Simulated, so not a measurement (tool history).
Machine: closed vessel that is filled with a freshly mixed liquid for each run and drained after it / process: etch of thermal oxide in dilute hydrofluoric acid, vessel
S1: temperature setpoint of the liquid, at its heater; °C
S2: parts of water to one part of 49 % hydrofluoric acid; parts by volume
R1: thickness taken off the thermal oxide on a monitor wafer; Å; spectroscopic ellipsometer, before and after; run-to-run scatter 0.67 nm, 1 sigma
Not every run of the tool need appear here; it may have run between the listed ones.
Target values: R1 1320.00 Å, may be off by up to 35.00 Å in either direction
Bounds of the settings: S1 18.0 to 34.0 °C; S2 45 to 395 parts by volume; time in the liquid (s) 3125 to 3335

{"run": 1, "hour": 0.0, "S1": 26.0, "S2": 220, "time in the liquid (s)": 3125, "R1": 663.24}
{"run": 2, "hour": 0.8, "S1": 26.0, "S2": 250, "time in the liquid (s)": 3125, "R1": 560.22}
{"run": 3, "hour": 4.7, "S1": 27.0, "S2": 240, "time in the liquid (s)": 3125, "R1": 620.76}
{"run": 4, "hour": 10.7, "S1": 27.5, "S2": 230, "time in the liquid (s)": 3125, "R1": 659.22}
{"run": 5, "hour": 18.2, "S1": 28.0, "S2": 220, "time in the liquid (s)": 3125, "R1": 720.92}
{"run": 6, "hour": 22.4, "S1": 28.5, "S2": 215, "time in the liquid (s)": 3125, "R1": 740.2}
{"run": 7, "hour": 25.8, "S1": 32.5, "S2": 125, "time in the liquid (s)": 3135, "R1": 1661.7}
{"run": 8, "hour": 28.0, "S1": 28.5, "S2": 125, "time in the liquid (s)": 3135, "R1": 1434.5}
{"run": 9, "hour": 34.0, "S1": 27.0, "S2": 125, "time in the liquid (s)": 3135, "R1": 1372.7}

Pick the move, out of 5, that brings all results within their allowed miss; only one does.
{"run": "A", "hour": 40.0, "S1": 27.0, "S2": 125, "time in the liquid (s)": 3225, "R1": "?"}
{"run": "B", "hour": 40.0, "S1": 25.0, "S2": 110, "time in the liquid (s)": 3165, "R1": "?"}
{"run": "C", "hour": 40.0, "S1": 28.5, "S2": 125, "time in the liquid (s)": 3145, "R1": "?"}
{"run": "D", "hour": 40.0, "S1": 27.0, "S2": 115, "time in the liquid (s)": 3125, "R1": "?"}
{"run": "E", "hour": 40.0, "S1": 24.5, "S2": 120, "time in the liquid (s)": 3160, "R1": "?"}

move=A R1=1404.90
move=B R1=1478.50
move=C R1=1449.30
move=D R1=1498.70
move=E R1=1311.00
A: further off than the last run
B: further off than the last run
C: further off than the last run
D: further off than the last run
E: in spec on every target
Answer: E
